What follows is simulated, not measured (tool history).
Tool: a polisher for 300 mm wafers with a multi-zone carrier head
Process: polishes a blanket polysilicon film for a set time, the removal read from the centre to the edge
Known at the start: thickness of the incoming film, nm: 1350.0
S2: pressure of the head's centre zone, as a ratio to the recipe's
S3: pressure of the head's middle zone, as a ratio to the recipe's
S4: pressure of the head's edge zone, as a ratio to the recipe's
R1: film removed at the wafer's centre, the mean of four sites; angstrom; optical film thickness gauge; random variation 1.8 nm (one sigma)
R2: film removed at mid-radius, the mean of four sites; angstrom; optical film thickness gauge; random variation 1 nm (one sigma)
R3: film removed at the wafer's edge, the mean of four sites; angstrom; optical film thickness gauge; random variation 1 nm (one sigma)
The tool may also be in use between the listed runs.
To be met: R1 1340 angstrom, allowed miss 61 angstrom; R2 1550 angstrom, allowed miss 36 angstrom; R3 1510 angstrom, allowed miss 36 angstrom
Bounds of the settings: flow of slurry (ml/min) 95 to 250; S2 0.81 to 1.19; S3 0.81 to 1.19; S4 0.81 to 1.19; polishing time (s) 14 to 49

run 1 day=0 | flow_of_slurry_(ml/min)=160 S2=1 S3=1 S4=1 polishing_time_(s)=31 | R1=2203.8 R2=2151.5 R3=2247.9
run 2 day=0.325 | flow_of_slurry_(ml/min)=150 S2=0.95 S3=1 S4=0.95 polishing_time_(s)=28 | R1=1878.9 R2=1935.1 R3=1969.7
run 3 day=0.588 | flow_of_slurry_(ml/min)=140 S2=0.91 S3=1 S4=0.91 polishing_time_(s)=26 | R1=1627.9 R2=1777 R3=1776.9
run 4 day=0.788 | flow_of_slurry_(ml/min)=140 S2=0.91 S3=1 S4=0.91 polishing_time_(s)=31 | R1=1975.4 R2=2099.2 R3=2116
run 5 day=0.95 | flow_of_slurry_(ml/min)=140 S2=0.91 S3=0.92 S4=0.91 polishing_time_(s)=31 | R1=1994.8 R2=1965.1 R3=2123.2
run 6 day=1.108 | flow_of_slurry_(ml/min)=140 S2=0.91 S3=0.92 S4=0.95 polishing_time_(s)=31 | R1=1986.1 R2=1955.2 R3=2144.6
run 7 day=1.279 | flow_of_slurry_(ml/min)=135 S2=0.89 S3=0.94 S4=0.91 polishing_time_(s)=28 | R1=1713.8 R2=1804.7 R3=1913.8
-- day=1.383 edge zone pressure recalibrated
run 8 day=1.383 | flow_of_slurry_(ml/min)=130 S2=0.88 S3=0.96 S4=0.88 polishing_time_(s)=26 | R1=1596.4 R2=1662 R3=1670.2
run 9 day=1.621 | flow_of_slurry_(ml/min)=120 S2=0.86 S3=0.97 S4=0.88 polishing_time_(s)=25 | R1=1435.5 R2=1608 R3=1583.3

5 next moves are on the table. One of them brings every result within its allowed miss. Which?
run A day=1.858 | flow_of_slurry_(ml/min)=95 S2=0.95 S3=1 S4=0.81 polishing_time_(s)=26 | R1=? R2=? R3=?
run B day=1.858 | flow_of_slurry_(ml/min)=155 S2=0.85 S3=0.88 S4=0.92 polishing_time_(s)=25 | R1=? R2=? R3=?
run C day=1.858 | flow_of_slurry_(ml/min)=140 S2=0.81 S3=0.93 S4=0.98 polishing_time_(s)=24 | R1=? R2=? R3=?
run D day=1.858 | flow_of_slurry_(ml/min)=135 S2=0.84 S3=0.99 S4=0.89 polishing_time_(s)=23 | R1=? R2=? R3=?
run E day=1.858 | flow_of_slurry_(ml/min)=100 S2=0.89 S3=0.96 S4=0.87 polishing_time_(s)=27 | R1=? R2=? R3=?

move=A R1=1575.2 R2=1637.6 R3=1536.3
move=B R1=1504.3 R2=1553.6 R3=1672.3
move=C R1=1349.9 R2=1535.5 R3=1632.8
move=D R1=1333 R2=1540.8 R3=1488
move=E R1=1551 R2=1661.9 R3=1660.3
A: brings the result that was furthest off to its target, and leaves another outside
B: further off than the last run
C: further off than the last run
D: meets every target
E: further off than the last run
Answer: D

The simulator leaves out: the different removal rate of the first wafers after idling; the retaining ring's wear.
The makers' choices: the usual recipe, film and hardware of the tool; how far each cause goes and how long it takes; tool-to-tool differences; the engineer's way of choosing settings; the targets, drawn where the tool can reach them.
